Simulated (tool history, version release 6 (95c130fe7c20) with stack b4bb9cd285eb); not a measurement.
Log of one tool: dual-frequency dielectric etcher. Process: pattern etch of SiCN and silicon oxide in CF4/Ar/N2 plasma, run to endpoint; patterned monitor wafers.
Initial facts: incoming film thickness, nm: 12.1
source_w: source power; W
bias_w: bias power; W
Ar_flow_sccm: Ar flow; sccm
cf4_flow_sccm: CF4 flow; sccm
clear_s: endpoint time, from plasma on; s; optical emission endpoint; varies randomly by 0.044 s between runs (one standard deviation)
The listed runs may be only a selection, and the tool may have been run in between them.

run    day  source_w  bias_w  Ar_flow_sccm  cf4_flow_sccm  clear_s
  1  0.000       390      50           115             58   18.119
  2  0.200       360      50           115             58   19.671
  3  0.392       360      46           115             58   20.129
  4  0.471       330      46           115             58   22.335
  5  0.688       330      42           115             58   22.989
  6  1.046       300      42           115             58   25.784
  7  1.350       360      43           115             58   20.665
  8  1.658       400      44           115             58   18.199
  9  1.883       430      44           115             58   16.740
 10  2.067       450      44           115             58   16.067
 11  2.150       470      44           115             58   15.260

Estimate the outcome of run 12 from the log above:
 12  2.517       480      44           115             58        ?

{"run 12": {"clear_s": 14.881}}
